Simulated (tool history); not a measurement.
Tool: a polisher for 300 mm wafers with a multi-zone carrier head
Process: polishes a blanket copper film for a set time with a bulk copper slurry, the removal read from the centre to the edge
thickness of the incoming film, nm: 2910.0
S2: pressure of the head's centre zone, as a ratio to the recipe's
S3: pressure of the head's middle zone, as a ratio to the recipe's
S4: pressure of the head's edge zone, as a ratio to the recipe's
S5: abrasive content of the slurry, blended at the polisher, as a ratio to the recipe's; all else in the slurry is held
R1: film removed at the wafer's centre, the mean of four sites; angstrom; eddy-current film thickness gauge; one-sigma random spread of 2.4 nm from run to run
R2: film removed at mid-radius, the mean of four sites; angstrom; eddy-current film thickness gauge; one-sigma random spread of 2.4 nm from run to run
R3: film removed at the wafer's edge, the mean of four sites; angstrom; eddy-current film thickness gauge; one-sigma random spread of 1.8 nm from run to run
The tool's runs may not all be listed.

{"run": 1, "hour": 0.0, "flow of slurry (ml/min)": 305, "S2": 1.0, "S3": 1.0, "S4": 1.0, "S5": 1.0, "polishing time (s)": 32, "R1": 3068.1, "R2": 2935.3, "R3": 3016.8}
{"run": 2, "hour": 3.5, "flow of slurry (ml/min)": 305, "S2": 1.0, "S3": 1.0, "S4": 0.96, "S5": 1.0, "polishing time (s)": 32, "R1": 3055.5, "R2": 2917.7, "R3": 2948.7}
{"run": 3, "hour": 12.4, "flow of slurry (ml/min)": 300, "S2": 0.97, "S3": 0.99, "S4": 0.94, "S5": 0.9, "polishing time (s)": 32, "R1": 2842.2, "R2": 2763.0, "R3": 2823.5}
{"run": 4, "hour": 19.2, "flow of slurry (ml/min)": 300, "S2": 0.97, "S3": 0.99, "S4": 0.89, "S5": 0.9, "polishing time (s)": 32, "R1": 2890.7, "R2": 2809.6, "R3": 2765.3}
{"run": 5, "hour": 24.4, "flow of slurry (ml/min)": 300, "S2": 0.97, "S3": 0.99, "S4": 0.89, "S5": 0.9, "polishing time (s)": 38, "R1": 3366.4, "R2": 3295.5, "R3": 3229.0}
{"run": 6, "hour": 27.1, "flow of slurry (ml/min)": 295, "S2": 0.95, "S3": 0.98, "S4": 0.88, "S5": 0.8, "polishing time (s)": 37, "R1": 3083.0, "R2": 3185.5, "R3": 3039.3}
{"run": 7, "hour": 29.4, "flow of slurry (ml/min)": 290, "S2": 0.94, "S3": 0.95, "S4": 0.87, "S5": 0.75, "polishing time (s)": 36, "R1": 2916.5, "R2": 2917.1, "R3": 2829.7}
{"run": 8, "hour": 30.8, "flow of slurry (ml/min)": 285, "S2": 0.92, "S3": 0.93, "S4": 0.86, "S5": 0.7, "polishing time (s)": 36, "R1": 2829.3, "R2": 2775.3, "R3": 2788.8}
{"run": 9, "hour": 39.0, "flow of slurry (ml/min)": 270, "S2": 0.82, "S3": 0.96, "S4": 0.82, "S5": 0.5, "polishing time (s)": 33, "R1": 1984.8, "R2": 2224.6, "R3": 2095.6}
{"run": 10, "hour": 41.9, "flow of slurry (ml/min)": 285, "S2": 0.83, "S3": 0.96, "S4": 0.84, "S5": 0.5, "polishing time (s)": 33, "R1": 2036.9, "R2": 2229.9, "R3": 2159.3}
{"run": 11, "hour": 47.9, "flow of slurry (ml/min)": 295, "S2": 0.84, "S3": 0.97, "S4": 0.86, "S5": 0.5, "polishing time (s)": 33, "R1": 2054.9, "R2": 2309.8, "R3": 2183.0}
{"run": 12, "hour": 51.6, "flow of slurry (ml/min)": 305, "S2": 0.85, "S3": 0.97, "S4": 0.88, "S5": 0.5, "polishing time (s)": 33, "R1": 2085.7, "R2": 2233.1, "R3": 2225.4}

Run 13 has not been measured yet. What should we expect?
{"run": 13, "hour": 58.4, "flow of slurry (ml/min)": 305, "S2": 0.86, "S3": 0.98, "S4": 0.89, "S5": 0.5, "polishing time (s)": 33, "R1": "?", "R2": "?", "R3": "?"}

Logged for run 13: R1 2081.1 angstrom, R2 2304.8 angstrom, R3 2221.6 angstrom.
